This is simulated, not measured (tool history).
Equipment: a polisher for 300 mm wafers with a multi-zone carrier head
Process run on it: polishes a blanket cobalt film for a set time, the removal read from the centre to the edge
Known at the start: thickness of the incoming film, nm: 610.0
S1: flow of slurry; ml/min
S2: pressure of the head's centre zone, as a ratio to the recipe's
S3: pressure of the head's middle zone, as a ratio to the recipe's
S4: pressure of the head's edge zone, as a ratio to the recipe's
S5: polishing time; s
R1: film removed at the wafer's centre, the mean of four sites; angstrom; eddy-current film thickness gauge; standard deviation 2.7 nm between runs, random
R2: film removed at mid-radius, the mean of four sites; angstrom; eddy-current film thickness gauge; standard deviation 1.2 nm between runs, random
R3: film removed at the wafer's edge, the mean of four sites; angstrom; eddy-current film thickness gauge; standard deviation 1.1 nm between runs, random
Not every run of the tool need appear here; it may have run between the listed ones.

run,hour,S1,S2,S3,S4,S5,R1,R2,R3
1,0.0,155,1.00,1.00,1.00,31,1452.3,1374.1,1363.4
2,7.7,155,1.00,1.08,1.00,31,1471.0,1456.6,1366.8
3,12.0,175,1.03,1.06,1.05,31,1520.3,1457.8,1421.7
4,20.0,190,1.07,1.05,1.08,31,1577.3,1471.4,1462.5
5,24.9,190,1.00,1.05,1.08,31,1500.7,1472.5,1436.4
6,32.3,190,0.97,1.05,1.08,31,1502.7,1466.6,1463.3

Predict the results of run 7:
# hour 35.9: centre zone pressure recalibrated
7,35.9,190,0.97,1.05,1.08,31,?,?,?

Run 7 measured R1 1372.6 angstrom, R2 1484.6 angstrom, R3 1459.0 angstrom.
